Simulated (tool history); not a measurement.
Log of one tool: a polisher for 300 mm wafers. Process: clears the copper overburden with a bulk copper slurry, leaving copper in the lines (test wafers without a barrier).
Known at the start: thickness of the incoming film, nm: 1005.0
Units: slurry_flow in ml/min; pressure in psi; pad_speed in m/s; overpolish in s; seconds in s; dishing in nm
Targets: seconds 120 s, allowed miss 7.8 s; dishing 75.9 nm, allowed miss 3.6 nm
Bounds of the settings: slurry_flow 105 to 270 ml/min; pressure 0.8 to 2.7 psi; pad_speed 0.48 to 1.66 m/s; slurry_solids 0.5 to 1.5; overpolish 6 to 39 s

run,hour,slurry_flow,pressure,pad_speed,slurry_solids,overpolish,seconds,dishing
1,0,175,1.7,1.06,1,20,163.48,58.061
2,3.7,175,1.9,1.06,1,20,144.06,63.215
3,4.5,175,1.9,1.06,1,15,146.79,52.383
4,6,175,2,1.06,1,16,142.41,56.975
5,9.5,175,2.2,1.06,1,16,124.77,60.985
6,18.4,175,2.2,1.06,1.2,16,123.84,62.518
7,26.8,175,2.2,1.06,1.2,17,124.16,64.506
8,28,175,2.2,1.06,1.2,18,125.1,67.329

5 next moves are on the table. One of them brings every result within its allowed miss. Which?
A,29.2,175,2,1.16,1.35,22,?,?
B,29.2,125,2,1.3,1.15,17,?,?
C,29.2,175,1.7,1.46,1.25,16,?,?
D,29.2,175,2.3,0.96,1.45,26,?,?
E,29.2,210,1.9,1.28,0.95,14,?,?

move,seconds,dishing
A,123.15,75.004
B,118.92,66.293
C,119.55,61.704
D,124.6,83.794
E,124.3,56.561
A: meets every target
B: further off than the last run
C: further off than the last run
D: takes the result that was furthest off past its target
E: further off than the last run
Answer: A
